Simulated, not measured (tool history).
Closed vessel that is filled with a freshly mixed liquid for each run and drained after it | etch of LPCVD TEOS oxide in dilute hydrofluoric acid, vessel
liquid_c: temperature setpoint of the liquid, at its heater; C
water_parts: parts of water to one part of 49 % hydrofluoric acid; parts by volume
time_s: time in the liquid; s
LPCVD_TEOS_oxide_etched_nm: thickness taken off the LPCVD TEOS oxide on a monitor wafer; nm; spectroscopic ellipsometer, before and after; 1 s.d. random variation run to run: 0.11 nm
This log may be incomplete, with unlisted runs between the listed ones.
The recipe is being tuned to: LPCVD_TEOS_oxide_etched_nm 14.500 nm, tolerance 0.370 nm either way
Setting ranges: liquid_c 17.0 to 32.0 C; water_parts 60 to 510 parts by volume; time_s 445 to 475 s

| run | day | liquid_c | water_parts | time_s | LPCVD_TEOS_oxide_etched_nm |
|---|---|---|---|---|---|
| 1 | 0.000 | 24.0 | 285 | 445 | 26.242 |
| 2 | 0.088 | 24.0 | 285 | 475 | 28.692 |
| 3 | 0.392 | 22.5 | 310 | 475 | 24.241 |
| 4 | 0.446 | 20.5 | 310 | 475 | 22.424 |
| 5 | 0.708 | 19.5 | 325 | 475 | 20.465 |
| 6 | 0.842 | 19.0 | 340 | 475 | 18.893 |
| 7 | 0.933 | 18.5 | 350 | 475 | 17.904 |
| 8 | 1.138 | 18.0 | 360 | 475 | 16.786 |

Consider the 5 candidate settings below. Which is the only one whose results all fall within their allowed miss of target?
| A | 1.342 | 21.0 | 440 | 445 | ? |
| B | 1.342 | 22.0 | 405 | 445 | ? |
| C | 1.342 | 18.0 | 390 | 475 | ? |
| D | 1.342 | 18.0 | 420 | 470 | ? |
| E | 1.342 | 20.0 | 415 | 460 | ? |

| move | LPCVD_TEOS_oxide_etched_nm |
|---|---|
| A | 13.659 |
| B | 15.803 |
| C | 15.436 |
| D | 13.850 |
| E | 14.769 |
A: carries the result that was furthest off beyond its target, to the other side
B: nearer than the last run, and not there yet
C: nearer than the last run, and not there yet
D: carries the result that was furthest off beyond its target, to the other side
E: all results in spec
E is the move that brings every result within its allowed miss.
